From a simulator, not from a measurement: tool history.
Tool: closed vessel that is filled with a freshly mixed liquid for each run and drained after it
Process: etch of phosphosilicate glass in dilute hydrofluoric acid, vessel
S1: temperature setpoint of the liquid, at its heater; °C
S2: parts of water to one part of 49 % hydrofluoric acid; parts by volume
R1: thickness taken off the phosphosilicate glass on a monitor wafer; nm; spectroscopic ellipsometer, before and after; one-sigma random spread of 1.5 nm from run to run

{"run": 1, "hour": 0.0, "S1": 24, "S2": 120, "time in the liquid (s)": 85, "R1": 46.62}
{"run": 2, "hour": 5.2, "S1": 25.5, "S2": 100, "time in the liquid (s)": 85, "R1": 60.859}
{"run": 3, "hour": 13.7, "S1": 23.5, "S2": 100, "time in the liquid (s)": 85, "R1": 55.575}
{"run": 4, "hour": 20.5, "S1": 27, "S2": 100, "time in the liquid (s)": 85, "R1": 64.228}
{"run": 5, "hour": 24.1, "S1": 27, "S2": 100, "time in the liquid (s)": 95, "R1": 72.153}
{"run": 6, "hour": 26.2, "S1": 28, "S2": 85, "time in the liquid (s)": 95, "R1": 90.064}
{"run": 7, "hour": 31.9, "S1": 28.5, "S2": 75, "time in the liquid (s)": 95, "R1": 104.68}

Forecast run 8:
{"hour": 36.3, "done": "thermometer replaced"}
{"run": 8, "hour": 36.3, "S1": 32, "S2": 40, "time in the liquid (s)": 95, "R1": "?"}

R1: 251.05 nm

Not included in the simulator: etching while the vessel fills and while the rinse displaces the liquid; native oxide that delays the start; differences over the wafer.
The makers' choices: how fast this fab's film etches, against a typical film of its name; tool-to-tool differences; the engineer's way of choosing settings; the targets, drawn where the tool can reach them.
